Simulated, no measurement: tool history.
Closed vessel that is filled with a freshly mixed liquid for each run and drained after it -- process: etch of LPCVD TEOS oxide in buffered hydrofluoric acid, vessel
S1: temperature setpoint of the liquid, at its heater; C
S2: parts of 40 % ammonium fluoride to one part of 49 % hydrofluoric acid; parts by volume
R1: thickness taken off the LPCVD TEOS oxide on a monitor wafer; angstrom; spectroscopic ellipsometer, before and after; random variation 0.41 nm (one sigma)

Run 1, hour 0.0: S1 24.0 C, S2 17.5 parts by volume, time in the liquid (s) 35. Result: R1 686.91 angstrom.
Run 2, hour 8.1: S1 23.0 C, S2 17.5 parts by volume, time in the liquid (s) 35. Result: R1 649.97 angstrom.
Run 3, hour 13.0: S1 22.5 C, S2 17.5 parts by volume, time in the liquid (s) 35. Result: R1 631.87 angstrom.
Run 4, hour 19.8: S1 24.0 C, S2 17.5 parts by volume, time in the liquid (s) 35. Result: R1 690.28 angstrom.
Run 5, hour 27.8: S1 23.0 C, S2 17.5 parts by volume, time in the liquid (s) 35. Result: R1 646.26 angstrom.
Run 6, hour 33.5: S1 26.5 C, S2 17.5 parts by volume, time in the liquid (s) 35. Result: R1 782.47 angstrom.

Predict the results of run 7:
Run 7, hour 35.6: S1 25.0 C, S2 17.5 parts by volume, time in the liquid (s) 35. Result: R1 ?.

{"run 7": {"R1": 733.29}}
